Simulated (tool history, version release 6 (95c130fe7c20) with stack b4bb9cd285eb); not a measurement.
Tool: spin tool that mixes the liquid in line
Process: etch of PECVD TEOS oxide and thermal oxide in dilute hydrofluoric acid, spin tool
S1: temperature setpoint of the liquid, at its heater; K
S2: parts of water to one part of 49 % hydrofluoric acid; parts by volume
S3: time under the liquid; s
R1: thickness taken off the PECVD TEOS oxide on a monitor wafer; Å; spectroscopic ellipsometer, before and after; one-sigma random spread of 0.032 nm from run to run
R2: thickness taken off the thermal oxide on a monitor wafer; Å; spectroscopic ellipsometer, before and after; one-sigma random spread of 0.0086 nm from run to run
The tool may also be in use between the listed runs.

Run 1, hour 0: S1 296.15 K, S2 200 parts by volume, S3 90 s. Result: R1 114.73 Å, R2 19.287 Å.
Run 2, hour 6.3: S1 295.65 K, S2 220 parts by volume, S3 90 s. Result: R1 98.211 Å, R2 16.664 Å.
Run 3, hour 10.9: S1 295.65 K, S2 220 parts by volume, S3 105 s. Result: R1 116.1 Å, R2 19.385 Å.
Run 4, hour 18.2: S1 295.15 K, S2 240 parts by volume, S3 105 s. Result: R1 104.27 Å, R2 17.611 Å.
Run 5, hour 21.1: S1 294.65 K, S2 255 parts by volume, S3 105 s. Result: R1 94.237 Å, R2 15.557 Å.
Run 6, hour 22.2: S1 294.15 K, S2 270 parts by volume, S3 105 s. Result: R1 86.406 Å, R2 14.012 Å.

Predict the results of run 7:
Run 7, hour 28: S1 294.15 K, S2 280 parts by volume, S3 100 s. Result: R1 ?, R2 ?.

R1: 79.335 Å
R2: 13.111 Å

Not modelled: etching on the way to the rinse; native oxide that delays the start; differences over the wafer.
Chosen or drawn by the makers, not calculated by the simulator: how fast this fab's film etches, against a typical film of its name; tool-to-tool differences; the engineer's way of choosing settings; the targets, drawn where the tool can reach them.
